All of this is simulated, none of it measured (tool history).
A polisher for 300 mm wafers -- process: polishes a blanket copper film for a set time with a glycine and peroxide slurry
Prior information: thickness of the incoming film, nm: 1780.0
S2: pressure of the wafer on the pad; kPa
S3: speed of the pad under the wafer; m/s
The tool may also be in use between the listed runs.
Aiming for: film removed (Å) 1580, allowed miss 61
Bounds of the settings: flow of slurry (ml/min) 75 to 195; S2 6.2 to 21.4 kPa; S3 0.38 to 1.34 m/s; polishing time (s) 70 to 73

Run 1, day 0: flow of slurry (ml/min) 125, S2 13.8 kPa, S3 0.86 m/s, polishing time (s) 70. Result: film removed (Å) 2846.5.
Run 2, day 0.254: flow of slurry (ml/min) 125, S2 13.8 kPa, S3 1.02 m/s, polishing time (s) 70. Result: film removed (Å) 3333.8.
Run 3, day 0.512: flow of slurry (ml/min) 120, S2 12.4 kPa, S3 0.96 m/s, polishing time (s) 70. Result: film removed (Å) 2922.7.
Run 4, day 0.821: flow of slurry (ml/min) 115, S2 11 kPa, S3 0.9 m/s, polishing time (s) 70. Result: film removed (Å) 2542.6.
Run 5, day 1.021: flow of slurry (ml/min) 140, S2 11 kPa, S3 0.9 m/s, polishing time (s) 70. Result: film removed (Å) 2670.4.
Run 6, day 1.158: flow of slurry (ml/min) 140, S2 11 kPa, S3 0.9 m/s, polishing time (s) 70. Result: film removed (Å) 2654.3.
Run 7, day 1.192: flow of slurry (ml/min) 135, S2 10.3 kPa, S3 0.86 m/s, polishing time (s) 70. Result: film removed (Å) 2447.2.
Run 8, day 1.562: flow of slurry (ml/min) 130, S2 9.7 kPa, S3 0.82 m/s, polishing time (s) 70. Result: film removed (Å) 2217.1.
Run 9, day 1.8: flow of slurry (ml/min) 125, S2 9 kPa, S3 0.8 m/s, polishing time (s) 70. Result: film removed (Å) 2019.1.
Run 10, day 1.875: flow of slurry (ml/min) 120, S2 8.3 kPa, S3 0.8 m/s, polishing time (s) 70. Result: film removed (Å) 1974.2.
Run 11, day 2.192: flow of slurry (ml/min) 115, S2 7.6 kPa, S3 0.78 m/s, polishing time (s) 70. Result: film removed (Å) 1803.5.
Run 12, day 2.529: flow of slurry (ml/min) 110, S2 7.6 kPa, S3 0.78 m/s, polishing time (s) 70. Result: film removed (Å) 1762.9.
Run 13, day 2.871: flow of slurry (ml/min) 90, S2 6.2 kPa, S3 0.78 m/s, polishing time (s) 70. Result: film removed (Å) 1489.1.

Consider the 4 candidate settings below. Which is the only one whose results all fall within their allowed miss of target?
Run A, day 3.212: flow of slurry (ml/min) 90, S2 7.6 kPa, S3 0.72 m/s, polishing time (s) 73. Result: film removed (Å) ?.
Run B, day 3.212: flow of slurry (ml/min) 95, S2 6.2 kPa, S3 0.76 m/s, polishing time (s) 73. Result: film removed (Å) ?.
Run C, day 3.212: flow of slurry (ml/min) 75, S2 6.2 kPa, S3 0.74 m/s, polishing time (s) 72. Result: film removed (Å) ?.
Run D, day 3.212: flow of slurry (ml/min) 110, S2 6.2 kPa, S3 0.58 m/s, polishing time (s) 70. Result: film removed (Å) ?.

move  film removed (Å)
   A            1701.4
   B            1592.7
   C            1440.7
   D            1384.3
A: takes the result that was furthest off past its target
B: in spec on every target
C: its largest miss is bigger than the last run's
D: its largest miss is bigger than the last run's
Move B is the one to make.
